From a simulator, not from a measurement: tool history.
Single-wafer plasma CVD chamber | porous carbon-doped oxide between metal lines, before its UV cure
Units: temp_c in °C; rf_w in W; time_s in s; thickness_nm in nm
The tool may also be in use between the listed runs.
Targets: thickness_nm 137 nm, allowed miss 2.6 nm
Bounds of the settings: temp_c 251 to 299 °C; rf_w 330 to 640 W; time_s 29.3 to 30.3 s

| run | hour | temp_c | rf_w | time_s | thickness_nm |
|---|---|---|---|---|---|
| 1 | 0 | 275 | 485 | 29.3 | 166.5 |
| 2 | 3.9 | 275 | 485 | 29.3 | 166.63 |
| 3 | 6.9 | 275 | 485 | 30.3 | 172.1 |
| 4 | 9.3 | 275 | 485 | 29.3 | 165.9 |
| 5 | 12.3 | 275 | 485 | 29.3 | 166.51 |
| 6 | 19 | 275 | 485 | 29.3 | 165.74 |
| 7 | 25.8 | 282 | 470 | 29.3 | 156.41 |
| 8 | 32.8 | 282 | 470 | 29.3 | 155.41 |
| 9 | 39.6 | 287 | 460 | 29.3 | 148.33 |
| 10 | 47.5 | 291 | 455 | 29.3 | 143.34 |
| 11 | 55.5 | 293 | 455 | 29.3 | 141.9 |
| 12 | 57.4 | 295 | 455 | 29.3 | 139.98 |

Which of these 5 next moves meets every target?
| A | 59.3 | 295 | 445 | 29.3 | ? |
| B | 59.3 | 295 | 440 | 30.3 | ? |
| C | 59.3 | 295 | 415 | 29.3 | ? |
| D | 59.3 | 292 | 450 | 29.5 | ? |
| E | 59.3 | 294 | 415 | 29.3 | ? |

| move | thickness_nm |
|---|---|
| A | 138.59 |
| B | 142.2 |
| C | 132.89 |
| D | 143.17 |
| E | 133.76 |
A: meets every target
B: further off than the last run
C: takes the result that was furthest off past its target
D: further off than the last run
E: takes the result that was furthest off past its target
The right move is A.
